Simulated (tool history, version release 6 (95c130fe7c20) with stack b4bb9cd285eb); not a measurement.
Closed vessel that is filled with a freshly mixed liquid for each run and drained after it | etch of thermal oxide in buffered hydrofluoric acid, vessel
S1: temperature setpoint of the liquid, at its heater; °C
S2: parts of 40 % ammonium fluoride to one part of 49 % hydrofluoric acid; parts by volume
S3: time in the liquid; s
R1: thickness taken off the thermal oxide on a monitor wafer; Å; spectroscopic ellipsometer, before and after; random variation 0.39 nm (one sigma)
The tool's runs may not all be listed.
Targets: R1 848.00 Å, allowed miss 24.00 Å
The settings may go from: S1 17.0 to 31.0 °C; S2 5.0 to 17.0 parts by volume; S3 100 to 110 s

{"run": 1, "hour": 0.0, "S1": 23.0, "S2": 10.5, "S3": 100, "R1": 1188.0}
{"run": 2, "hour": 1.4, "S1": 25.0, "S2": 10.5, "S3": 100, "R1": 1331.1}
{"run": 3, "hour": 8.2, "S1": 23.5, "S2": 10.5, "S3": 100, "R1": 1229.8}
{"run": 4, "hour": 10.5, "S1": 22.0, "S2": 10.5, "S3": 100, "R1": 1128.2}
{"run": 5, "hour": 19.7, "S1": 21.0, "S2": 10.5, "S3": 100, "R1": 1067.9}
{"run": 6, "hour": 27.7, "S1": 20.0, "S2": 10.5, "S3": 100, "R1": 1004.1}
{"run": 7, "hour": 33.3, "S1": 19.5, "S2": 10.5, "S3": 100, "R1": 981.73}
{"run": 8, "hour": 38.4, "S1": 19.0, "S2": 10.5, "S3": 100, "R1": 956.65}
{"run": 9, "hour": 41.1, "S1": 18.5, "S2": 10.5, "S3": 100, "R1": 927.57}
{"run": 10, "hour": 45.9, "S1": 18.5, "S2": 10.5, "S3": 100, "R1": 924.81}
{"run": 11, "hour": 49.4, "S1": 18.5, "S2": 10.5, "S3": 100, "R1": 931.79}

5 next moves are on the table. One of them brings every result within its allowed miss. Which?
{"run": "A", "hour": 52.9, "S1": 18.5, "S2": 11.5, "S3": 105, "R1": "?"}
{"run": "B", "hour": 52.9, "S1": 18.0, "S2": 11.0, "S3": 105, "R1": "?"}
{"run": "C", "hour": 52.9, "S1": 17.0, "S2": 11.0, "S3": 105, "R1": "?"}
{"run": "D", "hour": 52.9, "S1": 24.0, "S2": 14.5, "S3": 100, "R1": "?"}
{"run": "E", "hour": 52.9, "S1": 19.5, "S2": 10.5, "S3": 105, "R1": "?"}

move=A R1=889.18
move=B R1=902.69
move=C R1=852.72
move=D R1=916.05
move=E R1=1028.10
A: nearer than the last run, and not there yet
B: nearer than the last run, and not there yet
C: meets every target
D: nearer than the last run, and not there yet
E: further off than the last run
Answer: C
